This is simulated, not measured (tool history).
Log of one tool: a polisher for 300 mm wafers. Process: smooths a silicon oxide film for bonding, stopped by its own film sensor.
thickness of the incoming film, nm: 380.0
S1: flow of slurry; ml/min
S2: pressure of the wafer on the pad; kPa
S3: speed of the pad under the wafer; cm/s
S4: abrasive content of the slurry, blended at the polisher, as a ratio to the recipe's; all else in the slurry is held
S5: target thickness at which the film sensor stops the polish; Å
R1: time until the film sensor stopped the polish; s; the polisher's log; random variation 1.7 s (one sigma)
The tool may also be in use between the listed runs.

run 1 day=0.000 | S1=195 S2=13.1 S3=86 S4=1.00 S5=3470 | R1=61.292
run 2 day=0.367 | S1=195 S2=13.1 S3=70 S4=1.00 S5=3470 | R1=68.435
run 3 day=0.650 | S1=185 S2=11.0 S3=60 S4=0.90 S5=3470 | R1=89.816
run 4 day=0.858 | S1=185 S2=11.0 S3=60 S4=0.90 S5=3510 | R1=80.411
run 5 day=0.938 | S1=170 S2=9.7 S3=52 S4=0.75 S5=3500 | R1=115.790
run 6 day=1.246 | S1=170 S2=9.7 S3=42 S4=0.75 S5=3500 | R1=124.390
run 7 day=1.450 | S1=165 S2=6.2 S3=38 S4=0.70 S5=3500 | R1=207.400

Run 8 comes next. What will it give?
run 8 day=1.725 | S1=170 S2=6.9 S3=38 S4=0.70 S5=3500 | R1=?

R1: 182.740 s
